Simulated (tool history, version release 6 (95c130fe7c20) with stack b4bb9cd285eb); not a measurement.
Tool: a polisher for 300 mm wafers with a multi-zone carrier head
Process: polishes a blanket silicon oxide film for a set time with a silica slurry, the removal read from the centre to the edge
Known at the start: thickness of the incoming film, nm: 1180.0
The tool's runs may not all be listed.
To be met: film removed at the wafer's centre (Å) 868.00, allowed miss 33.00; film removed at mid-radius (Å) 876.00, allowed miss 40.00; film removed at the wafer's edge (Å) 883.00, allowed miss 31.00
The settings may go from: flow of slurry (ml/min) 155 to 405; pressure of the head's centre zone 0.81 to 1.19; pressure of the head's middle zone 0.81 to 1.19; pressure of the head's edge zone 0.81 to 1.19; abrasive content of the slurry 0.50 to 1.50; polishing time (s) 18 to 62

run  hour  flow of slurry (ml/min)  pressure of the head's centre zone  pressure of the head's middle zone  pressure of the head's edge zone  abrasive content of the slurry  polishing time (s)  film removed at the wafer's centre (Å)  film removed at mid-radius (Å)  film removed at the wafer's edge (Å)
  1   0.0                      260                                1.00                                1.00                              1.00                            1.00                  40                                 1035.20                         1073.00                               1057.00
  2   6.1                      260                                0.99                                0.98                              0.98                            0.95                  40                                 1010.70                         1006.70                               1019.40
  3   7.1                      255                                0.97                                0.98                              0.96                            0.95                  40                                  978.50                          995.63                               1016.40
  4  14.7                      255                                0.97                                0.98                              0.95                            0.90                  40                                  956.57                          978.47                                974.78
  5  22.3                      255                                0.97                                0.98                              0.95                            0.90                  49                                 1186.00                         1211.80                               1221.60
  6  23.8                      255                                0.97                                0.98                              0.95                            0.90                  40                                  979.72                          997.99                                976.62
  7  30.3                      250                                0.96                                0.97                              0.94                            0.90                  40                                  948.53                          960.02                                975.46
  8  39.0                      245                                0.95                                0.97                              0.93                            0.90                  40                                  934.67                          969.53                                972.35
  9  45.4                      245                                0.95                                0.96                              0.92                            0.90                  40                                  914.95                          936.67                                960.38
 10  52.0                      240                                0.95                                0.96                              0.91                            0.90                  40                                  934.94                          952.58                                945.09
 11  57.6                      235                                0.94                                0.95                              0.90                            0.90                  40                                  913.52                          935.96                                966.25
 12  66.1                      235                                0.94                                0.95                              0.89                            0.90                  40                                  909.24                          948.93                                942.62

4 next moves are on the table. One of them brings every result within its allowed miss. Which?
  A  74.6                      260                                1.00                                0.93                              1.00                            0.65                  44                                       ?                               ?                                     ?
  B  74.6                      255                                1.02                                0.90                              1.03                            0.70                  38                                       ?                               ?                                     ?
  C  74.6                      270                                0.89                                0.90                              0.81                            1.25                  34                                       ?                               ?                                     ?
  D  74.6                      350                                0.99                                0.89                              0.98                            0.90                  34                                       ?                               ?                                     ?

move  film removed at the wafer's centre (Å)  film removed at mid-radius (Å)  film removed at the wafer's edge (Å)
   A                                  965.02                          916.81                                966.89
   B                                  870.83                          791.74                                871.48
   C                                  870.27                          888.81                                873.19
   D                                  869.61                          801.16                                861.96
A: further off than the last run
B: brings the result that was furthest off to its target, and leaves another outside
C: meets every target
D: brings the result that was furthest off to its target, and leaves another outside
Move C is the one to make.
